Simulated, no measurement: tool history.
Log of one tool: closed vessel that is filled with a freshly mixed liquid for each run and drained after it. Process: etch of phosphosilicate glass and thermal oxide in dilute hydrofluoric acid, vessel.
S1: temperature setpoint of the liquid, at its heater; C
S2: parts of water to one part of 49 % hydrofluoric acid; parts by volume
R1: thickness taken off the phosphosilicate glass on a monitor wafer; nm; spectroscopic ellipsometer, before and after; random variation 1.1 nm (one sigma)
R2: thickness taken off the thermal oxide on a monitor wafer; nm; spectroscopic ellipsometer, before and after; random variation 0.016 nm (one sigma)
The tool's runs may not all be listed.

{"run": 1, "hour": 0.0, "S1": 23, "S2": 50, "time in the liquid (s)": 60, "R1": 247.31, "R2": 6.5246}
{"run": 2, "hour": 1.7, "S1": 23, "S2": 55, "time in the liquid (s)": 60, "R1": 225.09, "R2": 5.8927}
{"run": 3, "hour": 7.4, "S1": 21, "S2": 55, "time in the liquid (s)": 60, "R1": 204.41, "R2": 5.4351}
{"run": 4, "hour": 12.5, "S1": 21, "S2": 55, "time in the liquid (s)": 45, "R1": 154.75, "R2": 4.0676}
{"run": 5, "hour": 21.6, "S1": 21, "S2": 45, "time in the liquid (s)": 45, "R1": 191.77, "R2": 5.0395}
{"run": 6, "hour": 29.3, "S1": 21, "S2": 45, "time in the liquid (s)": 35, "R1": 147.78, "R2": 3.9161}

Forecast run 7:
{"run": 7, "hour": 30.2, "S1": 22, "S2": 45, "time in the liquid (s)": 35, "R1": "?", "R2": "?"}

{"run 7": {"R1": 154.95, "R2": 4.1007}}
